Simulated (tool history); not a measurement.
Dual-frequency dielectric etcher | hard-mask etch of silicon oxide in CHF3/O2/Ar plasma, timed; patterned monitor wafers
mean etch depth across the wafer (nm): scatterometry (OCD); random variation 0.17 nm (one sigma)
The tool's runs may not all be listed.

run,hour,source power (kW),bias power (kW),etch time (s),mean etch depth across the wafer (nm)
1,0.0,0.460,0.141,35.5,52.196
2,8.1,0.430,0.137,35.5,49.992
3,14.2,0.490,0.137,35.5,53.112
4,21.7,0.460,0.135,35.5,51.104
5,25.0,0.460,0.135,37.0,53.552
6,30.7,0.430,0.132,37.0,51.051
7,35.6,0.410,0.131,37.0,50.306
8,43.1,0.410,0.131,37.0,50.441

The next listed run, before its measurement:
# hour 44.9: wet clean of the chamber
9,44.9,0.390,0.129,37.0,?

mean etch depth across the wafer (nm): 51.237
